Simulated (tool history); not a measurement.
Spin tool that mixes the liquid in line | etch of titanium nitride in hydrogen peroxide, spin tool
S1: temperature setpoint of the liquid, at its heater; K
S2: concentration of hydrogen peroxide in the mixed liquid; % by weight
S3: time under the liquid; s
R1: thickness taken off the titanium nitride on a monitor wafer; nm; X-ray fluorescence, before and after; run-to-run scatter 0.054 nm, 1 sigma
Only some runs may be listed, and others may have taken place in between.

run  hour      S1    S2   S3      R1
  1   0.0  330.15  24.5  300  31.183
  2   8.1  326.15  24.5  300  23.235
  3  10.7  329.15  24.5  300  28.878
  4  11.4  324.15  24.5  300  20.215
     15.5  -- heated supply line repaired
  5  15.5  324.15  29.5  300  25.586
  6  20.2  323.15  29.5  300  23.768
  7  29.1  317.15  29.5  300  15.182

Forecast run 8:
  8  37.8  317.65  29.5  300   ?

{"run 8": {"R1": 15.855}}
